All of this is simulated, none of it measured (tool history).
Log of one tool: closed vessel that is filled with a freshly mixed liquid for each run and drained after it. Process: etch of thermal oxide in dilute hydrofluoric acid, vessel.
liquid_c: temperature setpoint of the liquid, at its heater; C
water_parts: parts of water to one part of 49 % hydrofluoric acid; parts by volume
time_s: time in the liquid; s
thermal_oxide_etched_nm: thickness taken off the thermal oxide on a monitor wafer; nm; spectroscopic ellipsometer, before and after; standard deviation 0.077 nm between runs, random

run,hour,liquid_c,water_parts,time_s,thermal_oxide_etched_nm
1,0.0,21.0,100,170,6.5745
2,7.0,21.0,100,180,7.0140
3,8.9,23.5,100,180,7.8197
4,10.0,20.0,100,180,6.6824
5,18.1,20.0,100,180,6.7922
6,22.8,21.5,95,180,7.5967
7,24.3,22.5,90,180,8.3221

Run 8 has not been measured yet. What should we expect?
8,29.9,23.5,85,180,?

{"run 8": {"thermal_oxide_etched_nm": 9.2867}}
